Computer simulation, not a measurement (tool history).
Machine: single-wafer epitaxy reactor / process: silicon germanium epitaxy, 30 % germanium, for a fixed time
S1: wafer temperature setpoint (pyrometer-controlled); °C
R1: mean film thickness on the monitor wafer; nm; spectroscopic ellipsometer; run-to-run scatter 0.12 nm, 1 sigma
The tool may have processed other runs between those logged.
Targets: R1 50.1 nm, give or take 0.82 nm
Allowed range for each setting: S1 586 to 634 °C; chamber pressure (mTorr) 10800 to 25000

{"run": 1, "day": 0.0, "S1": 610, "chamber pressure (mTorr)": 17900, "R1": 70.614}
{"run": 2, "day": 0.358, "S1": 605, "chamber pressure (mTorr)": 17800, "R1": 65.381}
{"run": 3, "day": 0.712, "S1": 610, "chamber pressure (mTorr)": 17800, "R1": 70.91}
{"run": 4, "day": 1.083, "S1": 604, "chamber pressure (mTorr)": 17700, "R1": 64.154}
{"run": 5, "day": 1.404, "S1": 594, "chamber pressure (mTorr)": 17700, "R1": 54.741}
{"run": 6, "day": 1.454, "S1": 594, "chamber pressure (mTorr)": 19400, "R1": 56.256}
{"run": 7, "day": 1.767, "S1": 592, "chamber pressure (mTorr)": 19400, "R1": 54.304}
{"run": 8, "day": 1.808, "S1": 591, "chamber pressure (mTorr)": 19400, "R1": 53.43}
{"run": 9, "day": 2.138, "S1": 590, "chamber pressure (mTorr)": 19400, "R1": 52.535}
{"run": 10, "day": 2.192, "S1": 589, "chamber pressure (mTorr)": 19400, "R1": 51.63}

Exercise: of the 4 proposed moves below, exactly one satisfies all targets within the stated allowed misses. Which move is it?
{"run": "A", "day": 2.246, "S1": 586, "chamber pressure (mTorr)": 18800, "R1": "?"}
{"run": "B", "day": 2.246, "S1": 589, "chamber pressure (mTorr)": 17700, "R1": "?"}
{"run": "C", "day": 2.246, "S1": 591, "chamber pressure (mTorr)": 18700, "R1": "?"}
{"run": "D", "day": 2.246, "S1": 589, "chamber pressure (mTorr)": 22700, "R1": "?"}

move=A R1=48.842
move=B R1=50.437
move=C R1=52.937
move=D R1=54.244
A: takes the biggest miss from the last run beyond its target
B: every result lands within tolerance
C: further off than the last run
D: further off than the last run
So the answer is move B, the one that meets all the targets.

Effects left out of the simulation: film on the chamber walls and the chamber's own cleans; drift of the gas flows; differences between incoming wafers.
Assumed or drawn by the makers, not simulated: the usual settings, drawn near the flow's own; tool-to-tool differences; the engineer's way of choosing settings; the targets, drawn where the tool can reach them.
